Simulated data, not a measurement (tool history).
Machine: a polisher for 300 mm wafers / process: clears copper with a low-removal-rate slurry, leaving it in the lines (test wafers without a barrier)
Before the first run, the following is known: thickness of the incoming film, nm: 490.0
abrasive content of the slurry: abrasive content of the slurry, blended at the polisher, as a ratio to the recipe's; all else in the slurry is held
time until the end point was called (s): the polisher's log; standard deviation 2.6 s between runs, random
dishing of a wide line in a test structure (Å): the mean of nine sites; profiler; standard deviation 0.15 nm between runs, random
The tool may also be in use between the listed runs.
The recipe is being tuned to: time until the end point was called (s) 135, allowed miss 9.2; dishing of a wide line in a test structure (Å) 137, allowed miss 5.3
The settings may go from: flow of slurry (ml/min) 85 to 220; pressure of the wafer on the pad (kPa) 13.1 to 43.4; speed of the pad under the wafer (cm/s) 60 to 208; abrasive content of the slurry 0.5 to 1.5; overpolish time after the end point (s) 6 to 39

run	hour	flow of slurry (ml/min)	pressure of the wafer on the pad (kPa)	speed of the pad under the wafer (cm/s)	abrasive content of the slurry	overpolish time after the end point (s)	time until the end point was called (s)	dishing of a wide line in a test structure (Å)
1	0	140	28.3	134	1	20	105.6	361.93
2	1.8	170	28.3	134	1	20	106.59	356.38
3	8.7	150	28.3	134	1	20	101.92	360.94
4	15.8	150	28.3	118	1	20	119.17	343.42
5	17.6	150	28.3	118	1.15	20	113.66	346.72
6	26.5	150	34.5	118	1.15	20	95.876	377.6
7	34.9	165	29.6	112	1.25	17	113.88	327.02
8	43.8	175	22.1	102	1.35	7	149.57	141.15
9	50	180	22.1	104	1.4	7	152.18	142.56
10	57.1	140	24.1	108	1.15	6	148.34	127.72

Which of these 4 next moves meets every target?
A	64.2	145	29.6	80	1.2	7	?	?
B	64.2	140	22.1	110	1.15	6	?	?
C	64.2	135	23.4	118	1.25	6	?	?
D	64.2	145	26.2	100	1	6	?	?

move	time until the end point was called (s)	dishing of a wide line in a test structure (Å)
A	158.07	136.03
B	156.08	120.31
C	135.77	135.42
D	151.03	123.97
A: brings the last run's worst result on target, with another outside its allowed miss
B: moves away from the targets compared with the last run
C: every result lands within tolerance
D: moves away from the targets compared with the last run
The right move is C.
